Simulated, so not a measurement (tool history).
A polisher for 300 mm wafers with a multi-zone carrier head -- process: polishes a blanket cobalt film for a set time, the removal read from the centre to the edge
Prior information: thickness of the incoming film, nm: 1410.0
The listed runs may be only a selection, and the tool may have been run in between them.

| run | hour | flow of slurry (ml/min) | pressure of the head's centre zone | pressure of the head's middle zone | pressure of the head's edge zone | polishing time (s) | film removed at the wafer's centre (angstrom) | film removed at mid-radius (angstrom) | film removed at the wafer's edge (angstrom) |
|---|---|---|---|---|---|---|---|---|---|
| 1 | 0 | 160 | 1 | 1 | 1 | 58 | 3723.9 | 3348.3 | 3465.6 |
| 2 | 6.1 | 160 | 1 | 1 | 1.06 | 58 | 3766.1 | 3393.3 | 3568 |
| 3 | 13.9 | 180 | 1 | 1 | 1.06 | 58 | 3897.2 | 3460.6 | 3588 |
| 4 | 15.5 | 180 | 0.98 | 1.01 | 1.08 | 60 | 3892.7 | 3581.7 | 3739.7 |
|  | 16.5 | centre zone pressure recalibrated |
| 5 | 16.5 | 220 | 0.98 | 1.01 | 1.08 | 60 | 3749.2 | 3680.5 | 3825.4 |
| 6 | 21.4 | 220 | 1.04 | 1.01 | 1.08 | 60 | 3906.2 | 3685.2 | 3825.9 |
| 7 | 28.6 | 225 | 1.03 | 1.01 | 1.1 | 61 | 3922.7 | 3702.9 | 3996.1 |
| 8 | 31.4 | 225 | 1.03 | 1.03 | 1.11 | 62 | 4005.2 | 3929.8 | 4004.6 |

The next listed run, before its measurement:
| 9 | 33.4 | 230 | 1.03 | 1.03 | 1.12 | 63 | ? | ? | ? |

{"run 9": {"film removed at the wafer's centre (angstrom)": 4043.6, "film removed at mid-radius (angstrom)": 3965.8, "film removed at the wafer's edge (angstrom)": 4076.5}}
